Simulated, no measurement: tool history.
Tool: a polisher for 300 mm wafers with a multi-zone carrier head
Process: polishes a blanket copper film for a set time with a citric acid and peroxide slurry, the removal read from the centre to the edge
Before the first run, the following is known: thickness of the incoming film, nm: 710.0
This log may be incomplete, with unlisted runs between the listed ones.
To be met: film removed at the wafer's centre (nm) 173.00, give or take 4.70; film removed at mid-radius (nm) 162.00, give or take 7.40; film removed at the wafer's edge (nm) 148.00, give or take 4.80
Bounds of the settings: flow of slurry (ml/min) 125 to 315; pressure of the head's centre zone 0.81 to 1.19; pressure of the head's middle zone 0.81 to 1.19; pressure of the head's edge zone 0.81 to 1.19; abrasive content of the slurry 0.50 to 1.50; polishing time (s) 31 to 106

run  hour  flow of slurry (ml/min)  pressure of the head's centre zone  pressure of the head's middle zone  pressure of the head's edge zone  abrasive content of the slurry  polishing time (s)  film removed at the wafer's centre (nm)  film removed at mid-radius (nm)  film removed at the wafer's edge (nm)
  1   0.0                      205                                1.00                                1.00                              1.00                            1.00                  68                                   175.73                           175.10                                 169.87
  2   8.0                      185                                1.00                                1.00                              1.00                            1.00                  68                                   171.43                           172.85                                 170.10
  3   9.4                      185                                1.00                                1.08                              1.00                            1.00                  68                                   171.07                           183.32                                 168.91
  4  16.2                      185                                1.00                                1.16                              1.00                            1.00                  68                                   170.88                           192.05                                 169.17
  5  25.1                      180                                1.02                                1.13                              0.97                            0.95                  68                                   174.05                           186.05                                 163.51
  6  33.8                      225                                1.02                                1.13                              0.97                            0.95                  68                                   179.51                           188.06                                 165.98
  7  36.5                      220                                1.02                                1.10                              0.95                            0.90                  68                                   174.41                           183.72                                 166.63
  8  41.2                      220                                1.04                                1.10                              0.94                            0.85                  67                                   175.45                           180.15                                 161.16

Next run, 4 choices. One meets every target within its allowed miss, the rest don't. Which?
  A  45.9                      180                                1.12                                1.08                              0.92                            0.90                  63                                        ?                                ?                                      ?
  B  45.9                      240                                1.04                                0.81                              1.13                            0.90                  68                                        ?                                ?                                      ?
  C  45.9                      195                                0.90                                1.06                              1.07                            0.85                  78                                        ?                                ?                                      ?
  D  45.9                      220                                1.04                                1.07                              0.97                            0.90                  69                                        ?                                ?                                      ?

move  film removed at the wafer's centre (nm)  film removed at mid-radius (nm)  film removed at the wafer's edge (nm)
   A                                   175.08                           163.11                                 146.09
   B                                   181.89                           153.51                                 178.75
   C                                   174.38                           200.11                                 193.99
   D                                   182.85                           182.02                                 166.90
A: each result inside its tolerance
B: misses by more than the last run did
C: misses by more than the last run did
D: misses by more than the last run did
The move that meets every target is A.
